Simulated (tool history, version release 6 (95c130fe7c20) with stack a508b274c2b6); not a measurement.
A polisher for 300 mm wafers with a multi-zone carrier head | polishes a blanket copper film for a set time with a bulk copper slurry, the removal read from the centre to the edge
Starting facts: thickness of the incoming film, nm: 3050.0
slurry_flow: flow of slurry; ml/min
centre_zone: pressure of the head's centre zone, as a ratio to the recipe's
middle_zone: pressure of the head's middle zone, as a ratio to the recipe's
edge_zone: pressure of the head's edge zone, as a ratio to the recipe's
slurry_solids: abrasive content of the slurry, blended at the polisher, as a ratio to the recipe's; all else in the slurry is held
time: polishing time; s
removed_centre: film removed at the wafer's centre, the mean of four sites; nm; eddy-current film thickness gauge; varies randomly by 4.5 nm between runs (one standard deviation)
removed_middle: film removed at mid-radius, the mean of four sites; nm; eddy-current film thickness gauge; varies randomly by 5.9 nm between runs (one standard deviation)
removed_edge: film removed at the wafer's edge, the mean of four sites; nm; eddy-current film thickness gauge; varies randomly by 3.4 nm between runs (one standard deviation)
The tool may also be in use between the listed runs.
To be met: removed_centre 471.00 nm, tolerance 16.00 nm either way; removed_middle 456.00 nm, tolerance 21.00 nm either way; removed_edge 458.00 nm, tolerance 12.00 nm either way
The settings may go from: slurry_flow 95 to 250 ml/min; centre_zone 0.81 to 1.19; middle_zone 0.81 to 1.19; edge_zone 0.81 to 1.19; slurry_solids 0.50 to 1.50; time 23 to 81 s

| run | hour | slurry_flow | centre_zone | middle_zone | edge_zone | slurry_solids | time | removed_centre | removed_middle | removed_edge |
|---|---|---|---|---|---|---|---|---|---|---|
| 1 | 0.0 | 160 | 1.00 | 1.00 | 1.00 | 1.00 | 52 | 399.19 | 405.28 | 428.86 |
| 2 | 2.5 | 160 | 1.00 | 1.00 | 1.00 | 1.00 | 45 | 345.86 | 350.72 | 367.79 |
| 3 | 8.6 | 165 | 1.02 | 1.01 | 1.02 | 1.05 | 45 | 357.52 | 362.29 | 382.81 |
| 4 | 12.4 | 165 | 1.10 | 1.01 | 1.02 | 1.05 | 45 | 368.68 | 358.37 | 376.81 |
| 5 | 16.6 | 165 | 1.10 | 1.07 | 1.02 | 1.05 | 45 | 371.06 | 380.13 | 384.77 |
| 6 | 20.0 | 175 | 1.11 | 1.07 | 1.02 | 1.10 | 45 | 383.44 | 391.02 | 383.78 |
| 7 | 22.4 | 180 | 1.12 | 1.07 | 1.04 | 1.15 | 45 | 383.99 | 393.85 | 395.91 |
| 8 | 30.2 | 225 | 1.19 | 1.06 | 1.00 | 1.40 | 49 | 473.99 | 452.26 | 441.54 |
| 9 | 38.7 | 225 | 1.19 | 1.06 | 1.01 | 1.40 | 49 | 475.26 | 447.14 | 443.75 |

Exercise: of the 4 proposed moves below, exactly one satisfies all targets within the stated allowed misses. Which move is it?
| A | 47.2 | 245 | 1.18 | 1.08 | 1.07 | 1.30 | 49 | ? | ? | ? |
| B | 47.2 | 225 | 1.19 | 1.05 | 0.95 | 1.45 | 48 | ? | ? | ? |
| C | 47.2 | 235 | 1.19 | 1.13 | 0.87 | 1.35 | 48 | ? | ? | ? |
| D | 47.2 | 240 | 1.12 | 0.97 | 1.14 | 1.40 | 49 | ? | ? | ? |

| move | removed_centre | removed_middle | removed_edge |
|---|---|---|---|
| A | 466.24 | 452.21 | 464.13 |
| B | 463.84 | 438.03 | 434.42 |
| C | 460.50 | 460.24 | 412.37 |
| D | 453.67 | 420.93 | 486.06 |
A: each result inside its tolerance
B: further off than the last run
C: further off than the last run
D: pushes the last run's worst result past its target
So the answer is move A, the one that meets all the targets.
